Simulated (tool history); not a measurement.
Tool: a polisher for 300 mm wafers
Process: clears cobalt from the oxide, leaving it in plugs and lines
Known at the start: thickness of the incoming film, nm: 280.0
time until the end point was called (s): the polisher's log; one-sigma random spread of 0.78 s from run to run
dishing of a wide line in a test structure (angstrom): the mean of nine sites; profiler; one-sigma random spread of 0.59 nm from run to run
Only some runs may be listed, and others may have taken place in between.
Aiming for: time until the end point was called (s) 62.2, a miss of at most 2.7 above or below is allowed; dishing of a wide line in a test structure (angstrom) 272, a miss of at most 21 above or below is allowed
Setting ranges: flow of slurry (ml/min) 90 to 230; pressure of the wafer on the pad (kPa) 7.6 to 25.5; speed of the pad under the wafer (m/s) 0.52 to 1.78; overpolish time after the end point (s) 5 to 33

| run | hour | flow of slurry (ml/min) | pressure of the wafer on the pad (kPa) | speed of the pad under the wafer (m/s) | overpolish time after the end point (s) | time until the end point was called (s) | dishing of a wide line in a test structure (angstrom) |
|---|---|---|---|---|---|---|---|
| 1 | 0 | 150 | 16.5 | 1.14 | 17 | 37.787 | 365.56 |
| 2 | 5.2 | 150 | 15.9 | 1.14 | 16 | 38.755 | 366.34 |
| 3 | 11.6 | 150 | 15.9 | 1.14 | 13 | 38.727 | 354.12 |
| 4 | 13.6 | 150 | 15.2 | 1.12 | 12 | 41.176 | 343.51 |
| 5 | 17.2 | 170 | 15.2 | 1.12 | 12 | 40.419 | 341.23 |
| 6 | 22 | 170 | 15.2 | 1.12 | 6 | 41.098 | 261.02 |
| 7 | 23.3 | 170 | 14.5 | 1.12 | 6 | 42.96 | 252.59 |
| 8 | 27 | 170 | 13.8 | 1.12 | 6 | 45.469 | 235.35 |
| 9 | 35.9 | 170 | 13.8 | 1.1 | 7 | 45.935 | 268.75 |
| 10 | 37.3 | 170 | 13.1 | 1.1 | 7 | 48.171 | 259.37 |
| 11 | 40.5 | 170 | 12.4 | 1.1 | 7 | 50.411 | 240.07 |
| 12 | 47.7 | 170 | 12.4 | 1.1 | 7 | 51.767 | 246.03 |
| 13 | 51.1 | 165 | 11 | 1.08 | 10 | 57.601 | 271.83 |

Next run, 4 choices. One meets every target within its allowed miss, the rest don't. Which?
| A | 54.5 | 175 | 10.3 | 1.06 | 10 | ? | ? |
| B | 54.5 | 145 | 13.1 | 0.98 | 15 | ? | ? |
| C | 54.5 | 135 | 9.7 | 1.32 | 17 | ? | ? |
| D | 54.5 | 185 | 9 | 1.38 | 9 | ? | ? |

| move | time until the end point was called (s) | dishing of a wide line in a test structure (angstrom) |
|---|---|---|
| A | 61.214 | 271.98 |
| B | 53.678 | 336 |
| C | 54.252 | 346.31 |
| D | 53.968 | 274.5 |
A: every result lands within tolerance
B: lands further from the targets than the last run did
C: lands further from the targets than the last run did
D: lands further from the targets than the last run did
The move that meets every target is A.
